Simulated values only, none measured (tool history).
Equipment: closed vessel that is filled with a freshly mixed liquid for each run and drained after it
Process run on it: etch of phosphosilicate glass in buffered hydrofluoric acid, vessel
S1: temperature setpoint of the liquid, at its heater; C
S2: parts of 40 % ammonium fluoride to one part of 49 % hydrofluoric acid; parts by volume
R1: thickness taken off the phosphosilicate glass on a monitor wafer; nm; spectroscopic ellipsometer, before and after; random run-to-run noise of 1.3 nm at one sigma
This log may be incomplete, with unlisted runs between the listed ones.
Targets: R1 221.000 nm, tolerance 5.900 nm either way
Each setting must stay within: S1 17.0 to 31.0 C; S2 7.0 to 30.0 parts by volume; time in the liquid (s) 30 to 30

{"run": 1, "hour": 0.0, "S1": 23.0, "S2": 20.0, "time in the liquid (s)": 30, "R1": 87.907}
{"run": 2, "hour": 6.4, "S1": 24.0, "S2": 18.5, "time in the liquid (s)": 30, "R1": 99.833}
{"run": 3, "hour": 7.9, "S1": 26.5, "S2": 18.5, "time in the liquid (s)": 30, "R1": 114.39}
{"run": 4, "hour": 14.8, "S1": 27.0, "S2": 17.5, "time in the liquid (s)": 30, "R1": 124.72}
{"run": 5, "hour": 16.8, "S1": 27.0, "S2": 17.5, "time in the liquid (s)": 30, "R1": 123.88}
{"run": 6, "hour": 17.8, "S1": 27.5, "S2": 16.5, "time in the liquid (s)": 30, "R1": 132.91}
{"run": 7, "hour": 20.5, "S1": 28.0, "S2": 15.5, "time in the liquid (s)": 30, "R1": 148.01}
{"run": 8, "hour": 24.5, "S1": 28.5, "S2": 15.0, "time in the liquid (s)": 30, "R1": 156.95}
{"run": 9, "hour": 28.6, "S1": 29.0, "S2": 14.5, "time in the liquid (s)": 30, "R1": 166.68}
{"run": 10, "hour": 31.6, "S1": 29.0, "S2": 14.0, "time in the liquid (s)": 30, "R1": 171.93}
{"run": 11, "hour": 37.9, "S1": 29.0, "S2": 13.5, "time in the liquid (s)": 30, "R1": 179.45}
{"run": 12, "hour": 42.8, "S1": 31.0, "S2": 11.0, "time in the liquid (s)": 30, "R1": 242.27}
{"run": 13, "hour": 44.4, "S1": 30.0, "S2": 11.0, "time in the liquid (s)": 30, "R1": 231.26}
{"hour": 45.8, "done": "thermometer replaced"}
{"run": 14, "hour": 45.8, "S1": 29.5, "S2": 11.0, "time in the liquid (s)": 30, "R1": 237.04}
{"run": 15, "hour": 52.1, "S1": 29.0, "S2": 11.0, "time in the liquid (s)": 30, "R1": 231.46}

Exactly one of the 5 candidate moves below puts every result within its allowed miss. Which one?
{"run": "A", "hour": 58.4, "S1": 30.0, "S2": 13.0, "time in the liquid (s)": 30, "R1": "?"}
{"run": "B", "hour": 58.4, "S1": 25.0, "S2": 9.0, "time in the liquid (s)": 30, "R1": "?"}
{"run": "C", "hour": 58.4, "S1": 31.0, "S2": 12.0, "time in the liquid (s)": 30, "R1": "?"}
{"run": "D", "hour": 58.4, "S1": 30.0, "S2": 11.5, "time in the liquid (s)": 30, "R1": "?"}
{"run": "E", "hour": 58.4, "S1": 26.0, "S2": 10.5, "time in the liquid (s)": 30, "R1": "?"}

move=A R1=210.130
move=B R1=222.100
move=C R1=239.420
move=D R1=236.840
move=E R1=209.230
A: carries the result that was furthest off beyond its target, to the other side
B: all results in spec
C: lands further from the targets than the last run did
D: lands further from the targets than the last run did
E: carries the result that was furthest off beyond its target, to the other side
Answer: B
